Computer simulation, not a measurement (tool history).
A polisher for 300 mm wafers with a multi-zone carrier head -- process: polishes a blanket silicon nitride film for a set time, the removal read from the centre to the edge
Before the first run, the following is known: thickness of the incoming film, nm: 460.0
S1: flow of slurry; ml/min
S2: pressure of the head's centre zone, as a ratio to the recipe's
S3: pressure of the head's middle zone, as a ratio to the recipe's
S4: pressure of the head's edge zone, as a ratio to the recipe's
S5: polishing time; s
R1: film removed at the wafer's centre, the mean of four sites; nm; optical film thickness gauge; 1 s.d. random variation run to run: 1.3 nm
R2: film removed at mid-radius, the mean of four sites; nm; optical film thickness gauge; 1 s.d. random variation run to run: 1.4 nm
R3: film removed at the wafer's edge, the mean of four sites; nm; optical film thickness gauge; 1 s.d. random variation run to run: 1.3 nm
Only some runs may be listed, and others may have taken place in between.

run  hour   S1    S2    S3    S4  S5      R1      R2      R3
  1   0.0  225  1.00  1.00  1.00  69  134.15  137.86  136.26
  2   4.6  225  0.94  1.00  1.00  69  125.47  137.57  132.86
  3   7.2  225  0.94  1.08  1.00  69  126.27  142.10  134.80
  4  15.8  225  0.94  1.00  1.00  69  126.17  137.40  135.29
  5  16.9  195  0.94  1.00  1.00  69  125.82  136.02  132.75
  6  24.6  195  0.94  1.00  1.00  63  112.46  120.28  121.06

Run 7, settings as shown, results not yet in. Your forecast:
  7  26.7  225  0.97  1.01  1.06  69   ?   ?   ?

Run 7 came out at R1 130.52 nm, R2 136.56 nm, R3 136.89 nm.
